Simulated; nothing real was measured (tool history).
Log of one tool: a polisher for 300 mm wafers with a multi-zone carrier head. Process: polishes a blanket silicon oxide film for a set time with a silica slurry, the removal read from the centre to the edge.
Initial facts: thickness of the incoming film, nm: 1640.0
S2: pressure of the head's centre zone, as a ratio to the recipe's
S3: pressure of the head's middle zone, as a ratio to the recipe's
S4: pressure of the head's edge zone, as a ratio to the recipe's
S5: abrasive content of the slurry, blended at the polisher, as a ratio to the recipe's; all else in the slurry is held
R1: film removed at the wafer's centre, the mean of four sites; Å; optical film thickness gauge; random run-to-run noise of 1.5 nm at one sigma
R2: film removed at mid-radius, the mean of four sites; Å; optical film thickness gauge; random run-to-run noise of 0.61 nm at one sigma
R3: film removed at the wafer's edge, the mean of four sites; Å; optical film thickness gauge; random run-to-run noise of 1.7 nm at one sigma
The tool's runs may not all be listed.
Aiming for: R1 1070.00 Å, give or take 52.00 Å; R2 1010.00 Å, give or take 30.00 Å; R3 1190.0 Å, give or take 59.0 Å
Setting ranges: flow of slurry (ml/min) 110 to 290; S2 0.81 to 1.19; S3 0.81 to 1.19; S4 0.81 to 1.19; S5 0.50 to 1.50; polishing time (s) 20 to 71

Run 1, hour 0.0: flow of slurry (ml/min) 185, S2 1.00, S3 1.00, S4 1.00, S5 1.00, polishing time (s) 45. Result: R1 1447.20 Å, R2 1416.80 Å, R3 1402.1 Å.
Run 2, hour 4.5: flow of slurry (ml/min) 185, S2 1.00, S3 1.00, S4 0.93, S5 1.00, polishing time (s) 45. Result: R1 1416.40 Å, R2 1412.20 Å, R3 1382.7 Å.
Run 3, hour 12.1: flow of slurry (ml/min) 185, S2 0.94, S3 1.00, S4 0.93, S5 1.00, polishing time (s) 45. Result: R1 1369.80 Å, R2 1407.90 Å, R3 1374.2 Å.
Run 4, hour 15.6: flow of slurry (ml/min) 185, S2 0.94, S3 1.00, S4 0.99, S5 1.00, polishing time (s) 45. Result: R1 1363.40 Å, R2 1412.10 Å, R3 1440.7 Å.
Run 5, hour 19.8: flow of slurry (ml/min) 185, S2 0.94, S3 1.00, S4 1.04, S5 1.00, polishing time (s) 45. Result: R1 1308.10 Å, R2 1404.60 Å, R3 1483.1 Å.
Run 6, hour 25.0: flow of slurry (ml/min) 185, S2 0.94, S3 1.00, S4 1.04, S5 0.95, polishing time (s) 45. Result: R1 1323.80 Å, R2 1390.30 Å, R3 1436.3 Å.
Run 7, hour 29.9: flow of slurry (ml/min) 180, S2 0.93, S3 0.97, S4 1.03, S5 0.90, polishing time (s) 45. Result: R1 1306.40 Å, R2 1301.90 Å, R3 1367.4 Å.
Run 8, hour 33.7: flow of slurry (ml/min) 140, S2 0.83, S3 0.87, S4 1.09, S5 0.70, polishing time (s) 44. Result: R1 894.22 Å, R2 954.03 Å, R3 1177.9 Å.
Run 9, hour 41.8: flow of slurry (ml/min) 150, S2 0.85, S3 0.87, S4 1.08, S5 0.70, polishing time (s) 44. Result: R1 953.64 Å, R2 966.35 Å, R3 1164.1 Å.
Run 10, hour 42.8: flow of slurry (ml/min) 150, S2 0.85, S3 0.87, S4 1.08, S5 0.70, polishing time (s) 44. Result: R1 951.07 Å, R2 990.65 Å, R3 1181.4 Å.

Of the 4 settings listed for the next run, only one would bring every result within its allowed miss of target. Which one?
Run A, hour 43.8: flow of slurry (ml/min) 145, S2 0.93, S3 0.88, S4 0.97, S5 0.60, polishing time (s) 46. Result: R1 ?, R2 ?, R3 ?.
Run B, hour 43.8: flow of slurry (ml/min) 145, S2 0.96, S3 0.90, S4 1.09, S5 0.70, polishing time (s) 45. Result: R1 ?, R2 ?, R3 ?.
Run C, hour 43.8: flow of slurry (ml/min) 140, S2 0.86, S3 0.88, S4 1.05, S5 0.70, polishing time (s) 46. Result: R1 ?, R2 ?, R3 ?.
Run D, hour 43.8: flow of slurry (ml/min) 145, S2 0.81, S3 1.01, S4 1.08, S5 0.60, polishing time (s) 45. Result: R1 ?, R2 ?, R3 ?.

move       R1       R2      R3
   A   949.96   923.35  1047.5
   B  1053.30  1012.70  1194.1
   C   964.93  1008.40  1191.4
   D   820.66  1014.00  1078.1
A: lands further from the targets than the last run did
B: hits every target within its allowed miss
C: an improvement on the last run, though not all results are within tolerance
D: lands further from the targets than the last run did
Move B is the one to make.
